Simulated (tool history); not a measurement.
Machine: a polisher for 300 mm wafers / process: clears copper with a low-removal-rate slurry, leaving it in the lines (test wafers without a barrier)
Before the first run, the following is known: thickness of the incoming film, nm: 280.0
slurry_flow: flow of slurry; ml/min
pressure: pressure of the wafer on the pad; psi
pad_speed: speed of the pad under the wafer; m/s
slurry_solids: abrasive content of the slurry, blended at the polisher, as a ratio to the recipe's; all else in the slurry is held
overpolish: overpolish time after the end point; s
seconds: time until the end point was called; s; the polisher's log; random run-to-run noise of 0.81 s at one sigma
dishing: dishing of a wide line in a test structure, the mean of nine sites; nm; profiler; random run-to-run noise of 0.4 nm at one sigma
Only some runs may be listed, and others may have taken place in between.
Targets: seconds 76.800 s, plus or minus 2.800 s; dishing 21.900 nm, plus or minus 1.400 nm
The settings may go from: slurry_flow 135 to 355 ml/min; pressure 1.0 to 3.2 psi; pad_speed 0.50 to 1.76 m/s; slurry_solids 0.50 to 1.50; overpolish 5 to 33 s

run    day  slurry_flow  pressure  pad_speed  slurry_solids  overpolish  seconds  dishing
  1  0.000          225       2.1       1.12           1.00          17  124.100   24.606
  2  0.354          225       2.2       1.12           1.00          15  116.120   23.349
  3  0.504          225       2.3       1.12           1.00          14  110.550   23.518
  4  0.588          225       2.5       1.12           1.00          14  103.190   24.905
  5  0.746          225       2.2       1.12           1.00          14  118.730   23.075
  6  0.871          170       2.2       1.12           1.00          14  120.980   21.209
  7  1.158          180       2.8       1.16           1.00           6   92.150   13.731
  8  1.225          190       2.8       1.16           1.00           7   90.497   15.678
  9  1.354          200       2.8       1.16           1.00           7   90.617   15.680
     1.675  -- worn pad replaced by a new one
 10  1.675          210       2.8       1.16           1.00           7   83.682   16.623
 11  1.983          215       2.8       1.16           1.00           7   83.657   16.278
 12  2.192          220       2.8       1.16           1.00           7   81.557   17.258
 13  2.233          225       2.8       1.16           1.00           7   82.316   16.771
 14  2.567          225       3.0       1.16           1.00          12   77.858   27.480

Which one of the following 5 next-run settings gets every result inside its allowed miss? There is exactly one.
  A  2.900          220       3.0       1.06           1.05           8        ?        ?
  B  2.900          190       2.8       1.26           1.00           9        ?        ?
  C  2.900          230       2.7       1.18           1.05           8        ?        ?
  D  2.900          175       3.2       1.02           0.95          10        ?        ?
  E  2.900          210       2.9       1.08           1.05           8        ?        ?

move  seconds  dishing
   A   82.933   18.491
   B   77.067   21.652
   C   82.438   18.511
   D   84.735   21.970
   E   84.648   18.147
A: carries the result that was furthest off beyond its target, to the other side
B: in spec on every target
C: carries the result that was furthest off beyond its target, to the other side
D: meets the target for the result that was furthest off, but another lies outside its allowed miss
E: carries the result that was furthest off beyond its target, to the other side
So the answer is move B, the one that meets all the targets.
